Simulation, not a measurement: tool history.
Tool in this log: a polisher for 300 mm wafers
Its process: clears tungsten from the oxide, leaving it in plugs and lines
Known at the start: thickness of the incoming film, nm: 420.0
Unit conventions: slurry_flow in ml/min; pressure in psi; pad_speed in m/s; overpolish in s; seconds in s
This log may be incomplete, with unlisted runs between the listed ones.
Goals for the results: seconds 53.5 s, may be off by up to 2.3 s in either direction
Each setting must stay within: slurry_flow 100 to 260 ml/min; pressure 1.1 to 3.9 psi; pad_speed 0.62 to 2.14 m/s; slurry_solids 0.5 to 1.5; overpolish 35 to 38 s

run 1 hour=0 | slurry_flow=165 pressure=2.5 pad_speed=1.38 slurry_solids=1 overpolish=35 | seconds=100.68
run 2 hour=5.8 | slurry_flow=165 pressure=3 pad_speed=1.38 slurry_solids=1 overpolish=35 | seconds=85.026
run 3 hour=8.4 | slurry_flow=165 pressure=3 pad_speed=1.38 slurry_solids=1.15 overpolish=35 | seconds=83.312
run 4 hour=11.9 | slurry_flow=165 pressure=3.2 pad_speed=1.42 slurry_solids=1.15 overpolish=35 | seconds=74.474
run 5 hour=20.1 | slurry_flow=165 pressure=3.2 pad_speed=1.66 slurry_solids=1.15 overpolish=35 | seconds=62.97
run 6 hour=24 | slurry_flow=165 pressure=3.2 pad_speed=1.66 slurry_solids=1.15 overpolish=35 | seconds=63.489
run 7 hour=29 | slurry_flow=165 pressure=3.3 pad_speed=1.66 slurry_solids=1.15 overpolish=35 | seconds=62.926
run 8 hour=33.2 | slurry_flow=165 pressure=3.4 pad_speed=1.66 slurry_solids=1.15 overpolish=35 | seconds=59.937

Next run, 4 choices. One meets every target within its allowed miss, the rest don't. Which?
run A hour=37.4 | slurry_flow=145 pressure=3.4 pad_speed=1.62 slurry_solids=0.9 overpolish=38 | seconds=?
run B hour=37.4 | slurry_flow=180 pressure=3.4 pad_speed=1.84 slurry_solids=1.25 overpolish=38 | seconds=?
run C hour=37.4 | slurry_flow=175 pressure=3.6 pad_speed=1.28 slurry_solids=1.3 overpolish=38 | seconds=?
run D hour=37.4 | slurry_flow=165 pressure=3.9 pad_speed=1.72 slurry_solids=1.45 overpolish=35 | seconds=?

move=A seconds=66.054
move=B seconds=52.403
move=C seconds=70.255
move=D seconds=48.065
A: misses by more than the last run did
B: every result lands within tolerance
C: misses by more than the last run did
D: the result that was furthest off in the last run now lies on the other side of its target
Move B is the one to make.

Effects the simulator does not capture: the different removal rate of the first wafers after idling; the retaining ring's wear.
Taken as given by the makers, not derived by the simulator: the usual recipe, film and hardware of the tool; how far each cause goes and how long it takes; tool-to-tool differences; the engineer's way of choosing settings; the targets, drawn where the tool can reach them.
